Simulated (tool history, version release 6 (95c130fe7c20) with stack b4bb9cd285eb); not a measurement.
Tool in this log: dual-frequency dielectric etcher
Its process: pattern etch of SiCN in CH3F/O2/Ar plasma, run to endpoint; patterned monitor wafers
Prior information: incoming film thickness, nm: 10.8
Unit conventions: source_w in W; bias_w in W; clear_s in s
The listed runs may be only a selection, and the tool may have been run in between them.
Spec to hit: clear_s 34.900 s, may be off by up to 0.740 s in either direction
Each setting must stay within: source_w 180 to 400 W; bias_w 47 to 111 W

run 1 hour=0.0 | source_w=290 bias_w=79 | clear_s=29.018
run 2 hour=4.5 | source_w=260 bias_w=75 | clear_s=30.782
run 3 hour=11.1 | source_w=300 bias_w=75 | clear_s=29.364
run 4 hour=14.7 | source_w=270 bias_w=72 | clear_s=30.782
run 5 hour=23.1 | source_w=300 bias_w=72 | clear_s=29.987
run 6 hour=24.1 | source_w=320 bias_w=72 | clear_s=29.045
run 7 hour=28.7 | source_w=290 bias_w=69 | clear_s=30.614
run 8 hour=36.6 | source_w=270 bias_w=67 | clear_s=31.733
run 9 hour=37.5 | source_w=250 bias_w=66 | clear_s=32.691
run 10 hour=41.2 | source_w=240 bias_w=65 | clear_s=33.178
run 11 hour=45.7 | source_w=230 bias_w=64 | clear_s=34.039

5 candidate next runs follow, results not yet known. Just one meets every target within its allowed miss. Identify it.
run A hour=50.2 | source_w=220 bias_w=71 | clear_s=?
run B hour=50.2 | source_w=230 bias_w=65 | clear_s=?
run C hour=50.2 | source_w=200 bias_w=65 | clear_s=?
run D hour=50.2 | source_w=240 bias_w=65 | clear_s=?
run E hour=50.2 | source_w=210 bias_w=72 | clear_s=?

move=A clear_s=32.915
move=B clear_s=33.786
move=C clear_s=35.099
move=D clear_s=33.386
move=E clear_s=33.130
A: lands further from the targets than the last run did
B: lands further from the targets than the last run did
C: in spec on every target
D: lands further from the targets than the last run did
E: lands further from the targets than the last run did
So the answer is move C, the one that meets all the targets.
